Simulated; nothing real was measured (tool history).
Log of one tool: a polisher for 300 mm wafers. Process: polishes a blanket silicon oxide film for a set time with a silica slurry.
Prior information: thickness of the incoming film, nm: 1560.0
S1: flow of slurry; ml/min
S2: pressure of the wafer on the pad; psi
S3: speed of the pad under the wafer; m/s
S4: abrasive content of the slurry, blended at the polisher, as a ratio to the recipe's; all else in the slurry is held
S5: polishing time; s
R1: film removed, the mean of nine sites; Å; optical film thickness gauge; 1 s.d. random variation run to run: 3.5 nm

| run | hour | S1 | S2 | S3 | S4 | S5 | R1 |
|---|---|---|---|---|---|---|---|
| 1 | 0 | 225 | 3.7 | 1.24 | 1 | 123 | 3549.9 |
| 2 | 6.6 | 225 | 3.8 | 1.24 | 1 | 123 | 3639.1 |
| 3 | 9.7 | 225 | 3.8 | 1.24 | 0.9 | 123 | 3492.5 |
| 4 | 12.5 | 225 | 3.8 | 1.24 | 0.9 | 128 | 3550 |
| 5 | 16.2 | 225 | 3.9 | 1.24 | 0.9 | 128 | 3686.8 |
| 6 | 23.1 | 225 | 3.9 | 1.24 | 1 | 128 | 3900.3 |

Run 7, settings as shown, results not yet in. Your forecast:
| 7 | 26.6 | 235 | 4.1 | 1.24 | 1 | 128 | ? |

R1: 4117.8 Å

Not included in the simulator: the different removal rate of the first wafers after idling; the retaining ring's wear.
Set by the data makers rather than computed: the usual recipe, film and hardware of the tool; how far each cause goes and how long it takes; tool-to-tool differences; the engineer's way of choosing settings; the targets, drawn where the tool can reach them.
